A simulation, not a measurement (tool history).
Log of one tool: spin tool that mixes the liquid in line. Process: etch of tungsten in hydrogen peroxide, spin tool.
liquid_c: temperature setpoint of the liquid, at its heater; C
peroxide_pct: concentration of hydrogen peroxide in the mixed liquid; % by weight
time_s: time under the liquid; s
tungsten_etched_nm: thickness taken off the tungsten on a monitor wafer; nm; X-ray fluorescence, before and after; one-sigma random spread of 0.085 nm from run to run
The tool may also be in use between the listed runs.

run,hour,liquid_c,peroxide_pct,time_s,tungsten_etched_nm
1,0,45,22,15,9.865
2,5.1,38.5,22,15,6.4797
3,11.2,38.5,22,15,6.5007
4,12.2,43,22,15,8.576
5,15.1,44,22,15,9.0927
6,16.7,45,22,15,9.8804
7,25.6,46,22,15,10.47
8,33.1,46.5,22,15,10.741

Forecast run 9:
9,33.9,47,22,15,?

tungsten_etched_nm: 11.176 nm
